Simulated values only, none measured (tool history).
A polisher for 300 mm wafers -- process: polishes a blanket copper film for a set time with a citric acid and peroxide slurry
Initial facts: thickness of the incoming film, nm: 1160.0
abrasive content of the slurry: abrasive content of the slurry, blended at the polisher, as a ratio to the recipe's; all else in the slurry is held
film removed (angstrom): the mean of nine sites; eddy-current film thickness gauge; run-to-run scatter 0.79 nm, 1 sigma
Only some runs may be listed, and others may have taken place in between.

run,hour,flow of slurry (ml/min),pressure of the wafer on the pad (psi),speed of the pad under the wafer (m/s),abrasive content of the slurry,polishing time (s),film removed (angstrom)
1,0.0,235,2.8,1.04,1.0,23,377.41
2,4.4,235,2.8,0.90,1.0,23,336.48
3,11.0,235,2.8,1.04,1.0,23,377.28
4,14.1,235,2.8,0.86,1.0,23,323.29
5,15.9,235,2.8,0.86,1.0,21,299.29
6,20.1,235,3.3,0.90,1.0,21,354.34
7,21.1,235,3.6,0.98,1.0,21,424.64
8,28.6,235,3.9,1.02,1.0,21,474.90
9,35.9,235,4.1,1.04,1.0,21,501.31

Forecast run 10:
10,44.3,235,4.2,1.06,1.0,21,?

{"run 10": {"film removed (angstrom)": 517.27}}
